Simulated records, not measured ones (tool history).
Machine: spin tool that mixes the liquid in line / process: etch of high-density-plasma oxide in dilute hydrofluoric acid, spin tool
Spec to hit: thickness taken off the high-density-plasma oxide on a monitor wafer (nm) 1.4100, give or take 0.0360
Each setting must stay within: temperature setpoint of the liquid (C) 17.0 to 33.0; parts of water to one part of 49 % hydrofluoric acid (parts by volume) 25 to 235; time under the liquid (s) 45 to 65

run	hour	temperature setpoint of the liquid (C)	parts of water to one part of 49 % hydrofluoric acid (parts by volume)	time under the liquid (s)	thickness taken off the high-density-plasma oxide on a monitor wafer (nm)
1	0.0	25.0	130	65	3.0496
2	1.1	25.0	170	65	2.2356
3	6.9	23.5	175	65	2.0273
4	11.0	23.5	190	65	1.8463
5	15.0	23.5	190	65	1.8339
6	20.2	22.5	190	65	1.7604
7	22.1	21.5	190	65	1.7123
8	29.6	21.0	190	65	1.6671
9	33.8	20.5	190	65	1.6329
10	41.2	20.0	190	65	1.6074
11	42.6	19.5	190	65	1.5702
12	47.5	19.5	190	65	1.5810
13	49.8	19.0	190	65	1.5510
14	51.5	18.5	190	65	1.5106
15	57.1	17.5	190	65	1.4531

Which single option among these 4 for the next run brings every result within its allowed miss of target? Just one does.
A	62.7	21.0	210	65	?
B	62.7	20.5	205	65	?
C	62.7	18.5	195	65	?
D	62.7	18.0	200	65	?

move	thickness taken off the high-density-plasma oxide on a monitor wafer (nm)
A	1.4694
B	1.4841
C	1.4577
D	1.3870
A: further off than the last run
B: further off than the last run
C: further off than the last run
D: meets every target
The move that meets every target is D.

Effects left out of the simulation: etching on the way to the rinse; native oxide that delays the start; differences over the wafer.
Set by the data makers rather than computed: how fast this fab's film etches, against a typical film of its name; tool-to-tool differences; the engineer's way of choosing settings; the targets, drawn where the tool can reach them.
